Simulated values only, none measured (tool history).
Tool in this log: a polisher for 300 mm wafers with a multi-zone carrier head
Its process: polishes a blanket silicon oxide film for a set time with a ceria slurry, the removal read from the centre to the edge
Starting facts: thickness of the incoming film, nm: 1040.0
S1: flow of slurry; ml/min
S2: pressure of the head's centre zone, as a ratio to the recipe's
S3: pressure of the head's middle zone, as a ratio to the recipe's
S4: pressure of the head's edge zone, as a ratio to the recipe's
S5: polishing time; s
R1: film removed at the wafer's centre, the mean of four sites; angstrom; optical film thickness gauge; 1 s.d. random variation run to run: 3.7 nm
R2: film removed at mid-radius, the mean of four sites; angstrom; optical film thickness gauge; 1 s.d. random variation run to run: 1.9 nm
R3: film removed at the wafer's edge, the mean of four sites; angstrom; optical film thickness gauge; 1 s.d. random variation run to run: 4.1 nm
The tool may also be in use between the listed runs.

| run | hour | S1 | S2 | S3 | S4 | S5 | R1 | R2 | R3 |
|---|---|---|---|---|---|---|---|---|---|
| 1 | 0 | 205 | 1 | 1 | 1 | 71 | 2960.9 | 2957.1 | 2959.5 |
| 2 | 8.9 | 205 | 0.92 | 1 | 1 | 71 | 2797 | 2946.7 | 2975 |
| 3 | 15.8 | 200 | 0.94 | 0.98 | 0.98 | 71 | 2823.2 | 2884.2 | 3000.2 |
| 4 | 23.1 | 200 | 0.9 | 0.98 | 0.98 | 71 | 2692.4 | 2925.8 | 2961.4 |
| 5 | 24.4 | 200 | 0.9 | 1.03 | 0.98 | 71 | 2680.5 | 2969.9 | 3023.3 |
| 6 | 30.5 | 195 | 0.92 | 1 | 0.98 | 70 | 2727.1 | 2875.3 | 2826 |
| 7 | 37.2 | 190 | 0.93 | 0.98 | 0.99 | 70 | 2732.9 | 2846.2 | 2894.7 |

Run 8 comes next. What will it give?
| 8 | 43.3 | 185 | 0.94 | 0.96 | 0.98 | 70 | ? | ? | ? |

Run 8 measured R1 2684.6 angstrom, R2 2784.2 angstrom, R3 2898.5 angstrom.
